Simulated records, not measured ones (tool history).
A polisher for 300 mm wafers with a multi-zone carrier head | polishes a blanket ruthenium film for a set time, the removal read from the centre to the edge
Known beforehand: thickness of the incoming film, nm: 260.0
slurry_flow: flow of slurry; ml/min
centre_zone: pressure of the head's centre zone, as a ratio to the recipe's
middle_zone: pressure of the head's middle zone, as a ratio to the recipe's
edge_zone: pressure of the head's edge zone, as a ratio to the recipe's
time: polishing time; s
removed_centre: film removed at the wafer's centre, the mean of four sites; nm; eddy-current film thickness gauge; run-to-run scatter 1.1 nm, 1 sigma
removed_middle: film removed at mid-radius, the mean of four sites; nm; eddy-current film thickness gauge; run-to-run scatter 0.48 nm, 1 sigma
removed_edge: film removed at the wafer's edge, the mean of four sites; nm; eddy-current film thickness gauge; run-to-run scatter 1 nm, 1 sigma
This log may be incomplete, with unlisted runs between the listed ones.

run 1 day=0 | slurry_flow=125 centre_zone=1 middle_zone=1 edge_zone=1 time=77 | removed_centre=56.509 removed_middle=53.053 removed_edge=54.02
run 2 day=0.35 | slurry_flow=125 centre_zone=1 middle_zone=1 edge_zone=0.96 time=77 | removed_centre=55.552 removed_middle=53.333 removed_edge=55.55
run 3 day=0.533 | slurry_flow=135 centre_zone=1.02 middle_zone=1.01 edge_zone=0.93 time=82 | removed_centre=63.215 removed_middle=58.283 removed_edge=58.957
run 4 day=0.804 | slurry_flow=140 centre_zone=1 middle_zone=1.01 edge_zone=0.93 time=87 | removed_centre=66.922 removed_middle=62.404 removed_edge=60.979
run 5 day=1.071 | slurry_flow=120 centre_zone=1.01 middle_zone=1.03 edge_zone=0.95 time=92 | removed_centre=67.653 removed_middle=64.42 removed_edge=63.686
run 6 day=1.312 | slurry_flow=125 centre_zone=0.99 middle_zone=1.01 edge_zone=0.96 time=96 | removed_centre=68.013 removed_middle=67.1 removed_edge=67.928
run 7 day=1.404 | slurry_flow=135 centre_zone=0.99 middle_zone=1 edge_zone=0.97 time=97 | removed_centre=72.602 removed_middle=68.433 removed_edge=71.603
run 8 day=1.633 | slurry_flow=140 centre_zone=0.98 middle_zone=1.01 edge_zone=0.97 time=97 | removed_centre=70.636 removed_middle=69.643 removed_edge=70.37
run 9 day=1.775 | slurry_flow=145 centre_zone=0.98 middle_zone=1.01 edge_zone=0.98 time=97 | removed_centre=71.829 removed_middle=69.568 removed_edge=69.824

Predict the results of run 10:
run 10 day=2.062 | slurry_flow=150 centre_zone=0.98 middle_zone=1.01 edge_zone=0.98 time=98 | removed_centre=? removed_middle=? removed_edge=?

{"run 10": {"removed_centre": 73.332, "removed_middle": 71.115, "removed_edge": 72.607}}
